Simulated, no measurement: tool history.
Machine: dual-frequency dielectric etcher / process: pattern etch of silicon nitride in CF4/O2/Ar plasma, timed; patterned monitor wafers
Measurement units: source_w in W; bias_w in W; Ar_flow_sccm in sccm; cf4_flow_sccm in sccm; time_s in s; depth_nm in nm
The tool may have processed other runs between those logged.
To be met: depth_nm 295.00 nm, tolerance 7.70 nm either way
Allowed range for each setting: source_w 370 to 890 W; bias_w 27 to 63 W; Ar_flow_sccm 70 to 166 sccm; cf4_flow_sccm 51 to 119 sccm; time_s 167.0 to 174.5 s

run,day,source_w,bias_w,Ar_flow_sccm,cf4_flow_sccm,time_s,depth_nm
1,0.000,630,45,118,85,167.0,342.68
2,0.088,630,45,118,100,167.0,350.22
3,0.146,630,45,118,100,174.5,366.23
4,0.238,630,37,118,100,174.5,352.21
5,0.471,600,37,118,100,174.5,338.79
6,0.596,580,37,118,100,174.5,334.02
7,0.925,550,37,118,100,174.5,324.18
8,1.142,530,37,118,100,174.5,318.80
9,1.308,510,37,118,100,174.5,312.16
10,1.438,500,37,118,100,174.5,306.52

Exactly one of the 5 candidate moves below puts every result within its allowed miss. Which one?
A,1.567,470,46,104,106,167.5,?
B,1.567,470,35,102,110,169.5,?
C,1.567,420,37,120,108,170.5,?
D,1.567,460,34,115,98,167.0,?
E,1.567,460,39,151,93,169.5,?

move,depth_nm
A,310.72
B,296.94
C,277.05
D,276.54
E,273.40
A: lands further from the targets than the last run did
B: every result lands within tolerance
C: moves the result that the last run missed by most past its target, out the other side
D: moves the result that the last run missed by most past its target, out the other side
E: moves the result that the last run missed by most past its target, out the other side
So the answer is move B, the one that meets all the targets.
